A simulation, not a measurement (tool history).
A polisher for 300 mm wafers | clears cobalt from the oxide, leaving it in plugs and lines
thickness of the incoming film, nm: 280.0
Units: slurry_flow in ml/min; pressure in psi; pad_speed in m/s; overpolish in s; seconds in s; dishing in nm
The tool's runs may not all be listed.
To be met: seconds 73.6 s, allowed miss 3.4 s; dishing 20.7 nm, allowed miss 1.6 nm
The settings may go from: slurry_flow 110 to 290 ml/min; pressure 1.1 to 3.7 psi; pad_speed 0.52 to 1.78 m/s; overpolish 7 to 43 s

run,hour,slurry_flow,pressure,pad_speed,overpolish,seconds,dishing
1,0,185,2.4,1.14,22,54.614,23.019
2,2.2,185,2.2,1.14,17,58.819,21.703
3,9.4,185,2.2,1.14,10,58.723,19.864
4,13.9,200,2.2,1.14,10,57.397,19.846
5,19.7,200,2.2,1.14,13,56.091,21.407
6,21.7,200,2.4,1.14,13,52.508,21.043
7,30.1,190,2.2,1.14,14,57.954,21.638
8,33.4,180,2.1,1.14,12,62.385,20.678
9,37.2,165,2.1,1.14,12,63.985,20.506
10,43.4,155,2,1.14,13,66.787,22.024

Which of these 4 next moves meets every target?
A,49.6,190,1.4,1.24,17,?,?
B,49.6,130,1.8,1.32,12,?,?
C,49.6,120,1.9,1.14,16,?,?
D,49.6,185,2.2,1.12,21,?,?

move,seconds,dishing
A,81.756,21.675
B,64.492,21.07
C,71.647,21.908
D,58.654,22.975
A: takes the result that was furthest off past its target
B: further off than the last run
C: meets every target
D: further off than the last run
Answer: C
